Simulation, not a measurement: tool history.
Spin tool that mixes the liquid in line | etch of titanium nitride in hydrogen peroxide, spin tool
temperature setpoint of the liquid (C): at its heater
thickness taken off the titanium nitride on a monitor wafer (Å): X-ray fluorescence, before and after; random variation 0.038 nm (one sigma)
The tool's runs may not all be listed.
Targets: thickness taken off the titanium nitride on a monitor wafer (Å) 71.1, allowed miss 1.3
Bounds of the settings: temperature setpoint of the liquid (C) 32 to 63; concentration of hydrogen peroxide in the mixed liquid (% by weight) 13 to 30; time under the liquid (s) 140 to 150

| run | hour | temperature setpoint of the liquid (C) | concentration of hydrogen peroxide in the mixed liquid (% by weight) | time under the liquid (s) | thickness taken off the titanium nitride on a monitor wafer (Å) |
|---|---|---|---|---|---|
| 1 | 0 | 47 | 25 | 140 | 87.221 |
| 2 | 6.1 | 47 | 25 | 150 | 95.082 |
| 3 | 12.6 | 46 | 25 | 150 | 87.599 |
| 4 | 15.6 | 45.5 | 25 | 150 | 84.179 |
| 5 | 16.2 | 45 | 25 | 150 | 81.953 |
| 6 | 22.2 | 45 | 20.5 | 150 | 77.83 |
| 7 | 27.7 | 44.5 | 20.5 | 150 | 75.337 |
| 8 | 35.2 | 44 | 20.5 | 150 | 72.743 |
| 9 | 41 | 44 | 20.5 | 150 | 72.605 |
| 10 | 50 | 43.5 | 20.5 | 150 | 69.852 |
| 11 | 51.7 | 44 | 20.5 | 150 | 72.296 |

5 next moves are on the table. One of them brings every result within its allowed miss. Which?
| A | 53.4 | 45.5 | 18.5 | 140 | ? |
| B | 53.4 | 44 | 18.5 | 150 | ? |
| C | 53.4 | 44.5 | 20.5 | 150 | ? |
| D | 53.4 | 44.5 | 21 | 150 | ? |
| E | 53.4 | 44.5 | 20 | 150 | ? |

| move | thickness taken off the titanium nitride on a monitor wafer (Å) |
|---|---|
| A | 74.576 |
| B | 71.439 |
| C | 75.8 |
| D | 76.191 |
| E | 75.403 |
A: further off than the last run
B: meets every target
C: further off than the last run
D: further off than the last run
E: further off than the last run
Move B is the one to make.
